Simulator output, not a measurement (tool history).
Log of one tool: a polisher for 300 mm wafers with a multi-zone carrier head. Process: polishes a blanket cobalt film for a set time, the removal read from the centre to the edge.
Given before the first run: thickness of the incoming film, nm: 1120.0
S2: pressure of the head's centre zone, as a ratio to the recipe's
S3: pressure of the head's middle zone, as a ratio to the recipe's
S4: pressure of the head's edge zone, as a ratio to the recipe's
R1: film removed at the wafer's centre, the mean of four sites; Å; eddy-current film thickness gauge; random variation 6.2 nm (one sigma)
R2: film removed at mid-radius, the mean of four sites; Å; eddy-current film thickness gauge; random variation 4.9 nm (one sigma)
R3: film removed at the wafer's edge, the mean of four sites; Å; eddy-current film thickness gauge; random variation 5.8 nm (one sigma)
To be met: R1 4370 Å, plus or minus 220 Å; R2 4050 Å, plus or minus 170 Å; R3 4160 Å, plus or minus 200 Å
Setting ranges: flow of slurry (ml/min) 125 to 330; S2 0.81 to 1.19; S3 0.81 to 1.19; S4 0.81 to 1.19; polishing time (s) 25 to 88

{"run": 1, "hour": 0.0, "flow of slurry (ml/min)": 210, "S2": 1, "S3": 1, "S4": 1, "polishing time (s)": 56, "R1": 2853.9, "R2": 2841.5, "R3": 2859.7}
{"run": 2, "hour": 7.5, "flow of slurry (ml/min)": 210, "S2": 1, "S3": 1, "S4": 1, "polishing time (s)": 63, "R1": 3222.3, "R2": 3224.9, "R3": 3199.8}
{"run": 3, "hour": 8.9, "flow of slurry (ml/min)": 210, "S2": 0.92, "S3": 1, "S4": 1, "polishing time (s)": 63, "R1": 2911.1, "R2": 3190.1, "R3": 3235.9}
{"run": 4, "hour": 17.2, "flow of slurry (ml/min)": 210, "S2": 0.89, "S3": 1, "S4": 1, "polishing time (s)": 63, "R1": 2913, "R2": 3149.5, "R3": 3188.4}
{"run": 5, "hour": 26.2, "flow of slurry (ml/min)": 165, "S2": 0.89, "S3": 1, "S4": 1, "polishing time (s)": 63, "R1": 2769.8, "R2": 3090.9, "R3": 3118.4}
{"run": 6, "hour": 29.2, "flow of slurry (ml/min)": 165, "S2": 0.95, "S3": 1, "S4": 1, "polishing time (s)": 63, "R1": 2906.5, "R2": 3083.5, "R3": 3144.9}
{"run": 7, "hour": 31.8, "flow of slurry (ml/min)": 170, "S2": 0.97, "S3": 1, "S4": 1.01, "polishing time (s)": 64, "R1": 3024.5, "R2": 3154.6, "R3": 3195.2}
{"run": 8, "hour": 36.8, "flow of slurry (ml/min)": 180, "S2": 0.99, "S3": 1, "S4": 1.02, "polishing time (s)": 66, "R1": 3174.1, "R2": 3307.2, "R3": 3417.5}

Consider the 4 candidate settings below. Which is the only one whose results all fall within their allowed miss of target?
{"run": "A", "hour": 41.8, "flow of slurry (ml/min)": 175, "S2": 1.02, "S3": 1.06, "S4": 0.91, "polishing time (s)": 78, "R1": "?", "R2": "?", "R3": "?"}
{"run": "B", "hour": 41.8, "flow of slurry (ml/min)": 325, "S2": 1, "S3": 0.91, "S4": 0.89, "polishing time (s)": 82, "R1": "?", "R2": "?", "R3": "?"}
{"run": "C", "hour": 41.8, "flow of slurry (ml/min)": 180, "S2": 0.98, "S3": 0.87, "S4": 0.96, "polishing time (s)": 83, "R1": "?", "R2": "?", "R3": "?"}
{"run": "D", "hour": 41.8, "flow of slurry (ml/min)": 180, "S2": 1.06, "S3": 1.07, "S4": 1, "polishing time (s)": 72, "R1": "?", "R2": "?", "R3": "?"}

move=A R1=3845.2 R2=3952.3 R3=3693.5
move=B R1=4291.1 R2=3927.5 R3=4064.9
move=C R1=3946 R2=3578.9 R3=4052.3
move=D R1=3704.9 R2=3691.6 R3=3575
A: closer than the last run, but not yet in spec
B: meets every target
C: closer than the last run, but not yet in spec
D: closer than the last run, but not yet in spec
B is the move that brings every result within its allowed miss.
